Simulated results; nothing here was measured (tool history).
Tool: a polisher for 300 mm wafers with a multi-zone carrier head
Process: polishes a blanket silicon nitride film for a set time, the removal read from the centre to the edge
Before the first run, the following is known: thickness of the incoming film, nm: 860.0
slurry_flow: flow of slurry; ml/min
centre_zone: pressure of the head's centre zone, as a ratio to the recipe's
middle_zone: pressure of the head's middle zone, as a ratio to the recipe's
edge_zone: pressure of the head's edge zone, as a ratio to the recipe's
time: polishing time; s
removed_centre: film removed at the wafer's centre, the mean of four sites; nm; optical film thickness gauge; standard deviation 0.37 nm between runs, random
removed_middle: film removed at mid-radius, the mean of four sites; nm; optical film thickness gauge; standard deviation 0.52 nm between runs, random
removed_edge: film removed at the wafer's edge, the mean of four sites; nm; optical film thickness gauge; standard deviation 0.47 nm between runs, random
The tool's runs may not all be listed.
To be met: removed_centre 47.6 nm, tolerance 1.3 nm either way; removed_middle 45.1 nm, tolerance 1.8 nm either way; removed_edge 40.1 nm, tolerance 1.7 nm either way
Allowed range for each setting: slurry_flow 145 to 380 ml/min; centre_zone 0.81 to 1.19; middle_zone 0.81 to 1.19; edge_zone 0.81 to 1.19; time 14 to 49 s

Run 1, day 0: slurry_flow 245 ml/min, centre_zone 1, middle_zone 1, edge_zone 1, time 31 s. Result: removed_centre 63.418 nm, removed_middle 62.989 nm, removed_edge 63.807 nm.
Run 2, day 0.333: slurry_flow 250 ml/min, centre_zone 1.02, middle_zone 1.01, edge_zone 0.97, time 29 s. Result: removed_centre 60.01 nm, removed_middle 59.467 nm, removed_edge 57.967 nm.
Run 3, day 0.471: slurry_flow 255 ml/min, centre_zone 1.03, middle_zone 1.01, edge_zone 0.94, time 27 s. Result: removed_centre 57.509 nm, removed_middle 56.217 nm, removed_edge 54.17 nm.
Run 4, day 0.75: slurry_flow 255 ml/min, centre_zone 1.03, middle_zone 1.05, edge_zone 0.94, time 27 s. Result: removed_centre 56.497 nm, removed_middle 58.543 nm, removed_edge 53.825 nm.
Run 5, day 1.012: slurry_flow 255 ml/min, centre_zone 1.04, middle_zone 1.04, edge_zone 0.92, time 26 s. Result: removed_centre 55.668 nm, removed_middle 55.312 nm, removed_edge 52.355 nm.
Run 6, day 1.3: slurry_flow 255 ml/min, centre_zone 1.04, middle_zone 1.04, edge_zone 0.88, time 26 s. Result: removed_centre 55.392 nm, removed_middle 54.512 nm, removed_edge 50.57 nm.
Run 7, day 1.421: slurry_flow 255 ml/min, centre_zone 1.05, middle_zone 1.04, edge_zone 0.87, time 25 s. Result: removed_centre 53.825 nm, removed_middle 53.285 nm, removed_edge 47.707 nm.
Run 8, day 1.767: slurry_flow 245 ml/min, centre_zone 1.05, middle_zone 1.03, edge_zone 0.86, time 24 s. Result: removed_centre 51.649 nm, removed_middle 51.299 nm, removed_edge 45.767 nm.
Run 9, day 1.921: slurry_flow 235 ml/min, centre_zone 1.05, middle_zone 1.01, edge_zone 0.85, time 24 s. Result: removed_centre 51.941 nm, removed_middle 49.061 nm, removed_edge 45.427 nm.
Run 10, day 2.083: slurry_flow 235 ml/min, centre_zone 1.05, middle_zone 1.01, edge_zone 0.85, time 24 s. Result: removed_centre 51.49 nm, removed_middle 50.033 nm, removed_edge 45.67 nm.
Run 11, day 2.338: slurry_flow 230 ml/min, centre_zone 1.06, middle_zone 1.01, edge_zone 0.84, time 23 s. Result: removed_centre 49.265 nm, removed_middle 47.124 nm, removed_edge 43.482 nm.
Run 12, day 2.521: slurry_flow 225 ml/min, centre_zone 1.07, middle_zone 1.02, edge_zone 0.83, time 23 s. Result: removed_centre 50.389 nm, removed_middle 47.425 nm, removed_edge 41.677 nm.
Run 13, day 2.679: slurry_flow 185 ml/min, centre_zone 1.04, middle_zone 0.99, edge_zone 0.81, time 22 s. Result: removed_centre 44.824 nm, removed_middle 42.798 nm, removed_edge 39.582 nm.
Run 14, day 2.879: slurry_flow 195 ml/min, centre_zone 1.05, middle_zone 1, edge_zone 0.81, time 22 s. Result: removed_centre 45.034 nm, removed_middle 43.826 nm, removed_edge 40.379 nm.

5 candidate next runs follow, results not yet known. Just one meets every target within its allowed miss. Identify it.
Run A, day 3.079: slurry_flow 145 ml/min, centre_zone 0.97, middle_zone 1.05, edge_zone 0.84, time 23 s. Result: removed_centre ?, removed_middle ?, removed_edge ?.
Run B, day 3.079: slurry_flow 200 ml/min, centre_zone 1, middle_zone 0.96, edge_zone 0.86, time 22 s. Result: removed_centre ?, removed_middle ?, removed_edge ?.
Run C, day 3.079: slurry_flow 185 ml/min, centre_zone 1.1, middle_zone 1.03, edge_zone 0.82, time 22 s. Result: removed_centre ?, removed_middle ?, removed_edge ?.
Run D, day 3.079: slurry_flow 215 ml/min, centre_zone 1.03, middle_zone 1.06, edge_zone 0.88, time 21 s. Result: removed_centre ?, removed_middle ?, removed_edge ?.
Run E, day 3.079: slurry_flow 145 ml/min, centre_zone 1.01, middle_zone 1, edge_zone 0.81, time 23 s. Result: removed_centre ?, removed_middle ?, removed_edge ?.

move  removed_centre  removed_middle  removed_edge
   A          42.488           46.24        40.945
   B          43.605          42.526        40.711
   C          47.466          44.729        39.574
   D          43.241          44.464        39.434
   E          44.194          44.359        40.323
A: misses by more than the last run did
B: misses by more than the last run did
C: hits every target within its allowed miss
D: misses by more than the last run did
E: misses by more than the last run did
C meets every target.
